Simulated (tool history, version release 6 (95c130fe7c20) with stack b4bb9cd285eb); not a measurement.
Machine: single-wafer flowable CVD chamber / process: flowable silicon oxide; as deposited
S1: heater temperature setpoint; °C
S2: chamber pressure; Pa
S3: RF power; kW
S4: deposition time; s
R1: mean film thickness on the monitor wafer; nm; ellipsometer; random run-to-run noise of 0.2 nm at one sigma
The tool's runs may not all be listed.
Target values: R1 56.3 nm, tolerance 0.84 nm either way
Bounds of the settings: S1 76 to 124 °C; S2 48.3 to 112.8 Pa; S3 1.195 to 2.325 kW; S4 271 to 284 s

run 1 hour=0 | S1=100 S2=80.5 S3=1.76 S4=284 | R1=105.37
run 2 hour=1.6 | S1=102 S2=80.5 S3=1.76 S4=284 | R1=97.336
run 3 hour=4.1 | S1=102 S2=80.5 S3=1.76 S4=284 | R1=97.837
run 4 hour=12.5 | S1=94 S2=80.5 S3=1.76 S4=284 | R1=132.03
run 5 hour=16 | S1=96 S2=80.5 S3=1.76 S4=284 | R1=122.24
run 6 hour=21.5 | S1=96 S2=68.4 S3=1.76 S4=284 | R1=104.39
run 7 hour=27.3 | S1=98 S2=68.4 S3=1.76 S4=284 | R1=97.375
run 8 hour=30.9 | S1=100 S2=68.4 S3=1.76 S4=284 | R1=90.983
run 9 hour=33.5 | S1=101 S2=68.4 S3=1.76 S4=284 | R1=86.764
run 10 hour=34.3 | S1=102 S2=68.4 S3=1.76 S4=284 | R1=83.293
run 11 hour=34.9 | S1=103 S2=68.4 S3=1.76 S4=284 | R1=80.825
run 12 hour=40.3 | S1=104 S2=68.4 S3=1.76 S4=284 | R1=77.38
run 13 hour=44.9 | S1=105 S2=68.4 S3=1.76 S4=284 | R1=74.773
run 14 hour=51.6 | S1=106 S2=68.4 S3=1.76 S4=284 | R1=71.92
run 15 hour=56.8 | S1=115 S2=68.3 S3=1.76 S4=284 | R1=51.957
run 16 hour=62.1 | S1=114 S2=68.3 S3=1.76 S4=284 | R1=53.524
run 17 hour=67.2 | S1=114 S2=68.3 S3=1.76 S4=284 | R1=53.925

Of the 4 settings listed for the next run, only one would bring every result within its allowed miss of target. Which one?
run A hour=72.3 | S1=116 S2=79.7 S3=1.59 S4=284 | R1=?
run B hour=72.3 | S1=112 S2=75.1 S3=1.695 S4=271 | R1=?
run C hour=72.3 | S1=113 S2=63.5 S3=1.65 S4=284 | R1=?
run D hour=72.3 | S1=109 S2=63.9 S3=1.83 S4=271 | R1=?

move=A R1=56.139
move=B R1=59.353
move=C R1=50.935
move=D R1=58.23
A: meets every target
B: moves the result that the last run missed by most past its target, out the other side
C: the biggest miss grows against the last run
D: moves the result that the last run missed by most past its target, out the other side
Go with A: it meets all targets.
